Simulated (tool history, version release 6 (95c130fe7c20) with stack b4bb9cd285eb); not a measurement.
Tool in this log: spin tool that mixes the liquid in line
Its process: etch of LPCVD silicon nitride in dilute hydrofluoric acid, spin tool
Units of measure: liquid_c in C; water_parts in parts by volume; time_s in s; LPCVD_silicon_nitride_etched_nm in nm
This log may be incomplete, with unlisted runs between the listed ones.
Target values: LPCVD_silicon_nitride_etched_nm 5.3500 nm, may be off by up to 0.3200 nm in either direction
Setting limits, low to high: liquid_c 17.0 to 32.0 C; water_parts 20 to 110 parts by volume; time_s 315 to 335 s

| run | hour | liquid_c | water_parts | time_s | LPCVD_silicon_nitride_etched_nm |
|---|---|---|---|---|---|
| 1 | 0.0 | 24.0 | 60 | 315 | 2.6455 |
| 2 | 6.8 | 24.0 | 60 | 335 | 2.7778 |
| 3 | 15.6 | 24.0 | 60 | 315 | 2.5692 |
| 4 | 24.2 | 26.0 | 55 | 315 | 3.3250 |
| 5 | 29.6 | 26.0 | 75 | 315 | 2.3809 |
| 6 | 36.5 | 27.5 | 70 | 315 | 2.8539 |
| 7 | 38.6 | 28.5 | 65 | 315 | 3.1767 |
| 8 | 44.7 | 29.5 | 60 | 315 | 3.7657 |
| 9 | 45.3 | 30.0 | 55 | 315 | 4.2787 |
| 10 | 49.8 | 30.5 | 55 | 315 | 4.3998 |
| 11 | 56.4 | 31.0 | 55 | 315 | 4.5733 |
| 12 | 59.6 | 31.5 | 55 | 315 | 4.7456 |

Of the 4 settings listed for the next run, only one would bring every result within its allowed miss of target. Which one?
| A | 62.8 | 32.0 | 60 | 320 | ? |
| B | 62.8 | 32.0 | 70 | 320 | ? |
| C | 62.8 | 31.0 | 60 | 325 | ? |
| D | 62.8 | 31.5 | 50 | 335 | ? |

| move | LPCVD_silicon_nitride_etched_nm |
|---|---|
| A | 4.4584 |
| B | 3.8212 |
| C | 4.2499 |
| D | 5.4213 |
A: moves away from the targets compared with the last run
B: moves away from the targets compared with the last run
C: moves away from the targets compared with the last run
D: meets every target
So the answer is move D, the one that meets all the targets.
